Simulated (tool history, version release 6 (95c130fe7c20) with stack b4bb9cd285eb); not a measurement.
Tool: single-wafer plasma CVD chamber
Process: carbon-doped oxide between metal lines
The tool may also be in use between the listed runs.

run,hour,heater temperature setpoint (K),chamber pressure (Pa),RF power (W),deposition time (s),mean film thickness on the monitor wafer (angstrom)
1,0,623.15,775,390,32,1534.4
2,1.7,628.15,775,390,32,1528.1
3,2.8,628.15,653,390,32,1492.5
4,7.1,628.15,653,390,33,1546.5
5,9.4,633.15,653,390,33,1516.9
6,14,633.15,604,390,33,1498.1

Forecast run 7:
7,16.9,633.15,604,390,33,?

{"run 7": {"mean film thickness on the monitor wafer (angstrom)": 1502.4}}
